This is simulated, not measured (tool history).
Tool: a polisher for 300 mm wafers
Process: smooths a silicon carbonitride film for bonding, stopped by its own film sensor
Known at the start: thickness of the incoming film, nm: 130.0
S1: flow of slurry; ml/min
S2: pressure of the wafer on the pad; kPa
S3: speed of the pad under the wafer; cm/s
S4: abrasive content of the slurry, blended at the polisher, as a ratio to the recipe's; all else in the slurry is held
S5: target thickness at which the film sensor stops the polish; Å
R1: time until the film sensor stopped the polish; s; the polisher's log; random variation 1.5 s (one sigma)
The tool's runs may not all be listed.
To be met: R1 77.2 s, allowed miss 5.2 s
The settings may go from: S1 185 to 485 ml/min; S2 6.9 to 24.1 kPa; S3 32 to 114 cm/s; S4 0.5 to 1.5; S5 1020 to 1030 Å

run,hour,S1,S2,S3,S4,S5,R1
1,0,310,15.2,72,1,1030,107.82
2,7.9,310,16.5,72,1,1030,99.024
3,12.1,310,15.2,72,1,1030,111.44
4,21,310,15.2,72,1.15,1030,107.93
5,23.6,310,15.9,72,1.15,1030,101.7
6,29.3,310,16.5,72,1.15,1030,94.669
7,38.2,310,16.5,72,1.15,1030,100.02
8,39.6,310,17.2,72,1.15,1030,94.55

5 next moves are on the table. One of them brings every result within its allowed miss. Which?
A,41,295,18.6,98,1.15,1030,?
B,41,240,20.7,84,1.05,1020,?
C,41,215,19.3,96,1.1,1030,?
D,41,230,22.8,72,1.4,1030,?
E,41,340,21.4,84,1.1,1030,?

move,R1
A,66.807
B,74.567
C,69.116
D,67.965
E,66.119
A: takes the result that was furthest off past its target
B: meets every target
C: takes the result that was furthest off past its target
D: takes the result that was furthest off past its target
E: takes the result that was furthest off past its target
Move B is the one to make.
